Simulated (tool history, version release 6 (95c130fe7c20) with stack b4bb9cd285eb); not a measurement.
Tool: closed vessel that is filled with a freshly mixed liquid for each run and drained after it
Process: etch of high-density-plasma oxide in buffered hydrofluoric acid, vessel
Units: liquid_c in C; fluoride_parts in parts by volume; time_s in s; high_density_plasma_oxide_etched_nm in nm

run  hour  liquid_c  fluoride_parts  time_s  high_density_plasma_oxide_etched_nm
  1   0.0      24.0            19.5      35                               25.178
  2   1.0      24.0            19.5      30                               21.522
  3   4.3      21.0            19.5      30                               18.366
  4  11.2      21.0            19.5      30                               18.146
  5  18.7      21.0            19.5      35                               21.291
  6  27.3      21.0            19.5      30                               18.317
  7  31.5      24.5            17.5      30                               24.643
  8  36.6      27.0            16.0      30                               30.777

The next listed run, before its measurement:
  9  42.0      28.5            15.0      30                                    ?

high_density_plasma_oxide_etched_nm: 35.698 nm

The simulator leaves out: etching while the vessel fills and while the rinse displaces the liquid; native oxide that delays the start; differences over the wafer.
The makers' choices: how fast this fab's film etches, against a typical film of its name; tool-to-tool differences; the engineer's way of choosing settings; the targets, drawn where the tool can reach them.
